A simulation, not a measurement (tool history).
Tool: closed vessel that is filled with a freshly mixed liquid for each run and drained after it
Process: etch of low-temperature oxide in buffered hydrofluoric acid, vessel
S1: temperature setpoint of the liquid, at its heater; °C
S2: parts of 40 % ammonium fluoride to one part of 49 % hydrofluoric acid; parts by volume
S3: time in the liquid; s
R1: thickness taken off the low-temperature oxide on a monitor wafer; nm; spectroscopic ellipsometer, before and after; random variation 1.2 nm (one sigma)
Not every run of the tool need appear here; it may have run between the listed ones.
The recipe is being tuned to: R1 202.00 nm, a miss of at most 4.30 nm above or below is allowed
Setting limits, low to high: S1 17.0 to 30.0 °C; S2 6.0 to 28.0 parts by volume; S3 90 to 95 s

| run | hour | S1 | S2 | S3 | R1 |
|---|---|---|---|---|---|
| 1 | 0.0 | 22.0 | 17.0 | 90 | 109.05 |
| 2 | 3.4 | 24.0 | 16.0 | 90 | 130.66 |
| 3 | 11.3 | 25.5 | 15.5 | 90 | 146.67 |
| 4 | 19.2 | 25.5 | 13.0 | 90 | 174.21 |
| 5 | 26.5 | 26.0 | 13.0 | 90 | 178.59 |
| 6 | 27.6 | 26.5 | 13.0 | 90 | 184.77 |
| 7 | 29.0 | 26.5 | 13.0 | 90 | 185.19 |
| 8 | 30.9 | 26.5 | 13.0 | 90 | 183.39 |
| 9 | 31.9 | 27.0 | 13.0 | 90 | 187.77 |
| 10 | 39.5 | 27.5 | 13.0 | 90 | 192.15 |
| 11 | 40.9 | 27.5 | 13.0 | 90 | 193.00 |
|  | 49.5 | hydrofluoric acid flow meter replaced |
| 12 | 49.5 | 28.0 | 13.0 | 90 | 222.74 |
| 13 | 57.5 | 27.5 | 13.0 | 90 | 215.67 |
| 14 | 60.2 | 27.0 | 13.0 | 90 | 209.58 |
| 15 | 63.0 | 27.0 | 13.0 | 90 | 210.48 |

Which single option among these 4 for the next run brings every result within its allowed miss of target? Just one does.
| A | 65.8 | 25.5 | 12.5 | 95 | ? |
| B | 65.8 | 25.0 | 11.5 | 95 | ? |
| C | 65.8 | 23.5 | 11.0 | 95 | ? |
| D | 65.8 | 30.0 | 16.0 | 90 | ? |

| move | R1 |
|---|---|
| A | 213.45 |
| B | 225.38 |
| C | 216.91 |
| D | 201.81 |
A: misses by more than the last run did
B: misses by more than the last run did
C: misses by more than the last run did
D: every result within its allowed miss
Answer: D
